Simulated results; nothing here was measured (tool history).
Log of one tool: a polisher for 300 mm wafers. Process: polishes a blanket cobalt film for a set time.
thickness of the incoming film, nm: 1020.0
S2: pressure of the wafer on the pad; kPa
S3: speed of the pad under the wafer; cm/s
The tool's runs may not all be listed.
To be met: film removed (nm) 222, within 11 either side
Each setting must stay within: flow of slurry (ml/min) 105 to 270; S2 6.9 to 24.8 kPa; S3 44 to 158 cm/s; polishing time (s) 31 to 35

run 1 hour=0 | flow_of_slurry_(ml/min)=175 S2=15.9 S3=100 polishing_time_(s)=35 | film_removed_(nm)=170.44
run 2 hour=0.7 | flow_of_slurry_(ml/min)=175 S2=15.9 S3=112 polishing_time_(s)=35 | film_removed_(nm)=184.79
run 3 hour=7.8 | flow_of_slurry_(ml/min)=175 S2=16.5 S3=112 polishing_time_(s)=35 | film_removed_(nm)=198.05
run 4 hour=10.8 | flow_of_slurry_(ml/min)=175 S2=13.1 S3=112 polishing_time_(s)=35 | film_removed_(nm)=151.2
run 5 hour=15.9 | flow_of_slurry_(ml/min)=175 S2=16.5 S3=112 polishing_time_(s)=35 | film_removed_(nm)=189.27
run 6 hour=16.7 | flow_of_slurry_(ml/min)=190 S2=16.5 S3=112 polishing_time_(s)=35 | film_removed_(nm)=195.31
run 7 hour=22.4 | flow_of_slurry_(ml/min)=190 S2=17.2 S3=112 polishing_time_(s)=35 | film_removed_(nm)=204.02
run 8 hour=28.8 | flow_of_slurry_(ml/min)=190 S2=17.9 S3=112 polishing_time_(s)=35 | film_removed_(nm)=209.56

Below are 5 possible settings for the next run. Only one of them brings all results inside the allowed miss of their targets. Which is it?
run A hour=35.2 | flow_of_slurry_(ml/min)=205 S2=20 S3=80 polishing_time_(s)=35 | film_removed_(nm)=?
run B hour=35.2 | flow_of_slurry_(ml/min)=230 S2=17.9 S3=116 polishing_time_(s)=35 | film_removed_(nm)=?
run C hour=35.2 | flow_of_slurry_(ml/min)=145 S2=19.3 S3=90 polishing_time_(s)=34 | film_removed_(nm)=?
run D hour=35.2 | flow_of_slurry_(ml/min)=190 S2=17.9 S3=104 polishing_time_(s)=34 | film_removed_(nm)=?
run E hour=35.2 | flow_of_slurry_(ml/min)=170 S2=16.5 S3=118 polishing_time_(s)=35 | film_removed_(nm)=?

move=A film_removed_(nm)=183.3
move=B film_removed_(nm)=219.56
move=C film_removed_(nm)=176.38
move=D film_removed_(nm)=191.33
move=E film_removed_(nm)=197
A: lands further from the targets than the last run did
B: every result lands within tolerance
C: lands further from the targets than the last run did
D: lands further from the targets than the last run did
E: lands further from the targets than the last run did
Answer: B
